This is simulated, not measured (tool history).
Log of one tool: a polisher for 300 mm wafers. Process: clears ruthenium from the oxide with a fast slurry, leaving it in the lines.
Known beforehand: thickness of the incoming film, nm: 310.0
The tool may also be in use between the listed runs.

| run | day | flow of slurry (ml/min) | pressure of the wafer on the pad (psi) | speed of the pad under the wafer (m/s) | abrasive content of the slurry | overpolish time after the end point (s) | time until the end point was called (s) | dishing of a wide line in a test structure (Å) |
|---|---|---|---|---|---|---|---|---|
| 1 | 0 | 320 | 1.9 | 1.26 | 1 | 25 | 105.6 | 514.11 |
| 2 | 0.117 | 245 | 1.9 | 1.26 | 1 | 25 | 107.91 | 511.38 |
| 3 | 0.3 | 245 | 1.9 | 1.26 | 1.15 | 25 | 101.59 | 533.83 |
| 4 | 0.65 | 245 | 2.1 | 1.26 | 1.15 | 26 | 92.386 | 583.72 |
| 5 | 0.688 | 245 | 2.1 | 1.26 | 1.35 | 26 | 87.172 | 623.99 |
| 6 | 1.012 | 320 | 2.1 | 1.26 | 1.35 | 26 | 84.387 | 621.68 |
| 7 | 1.329 | 320 | 2.2 | 1.26 | 1.35 | 27 | 81.626 | 656.81 |

Run 8 comes next. What will it give?
| 8 | 1.512 | 320 | 2.3 | 1.26 | 1.35 | 28 | ? | ? |

Run 8 produced time until the end point was called (s) 77.761, dishing of a wide line in a test structure (Å) 708.25.
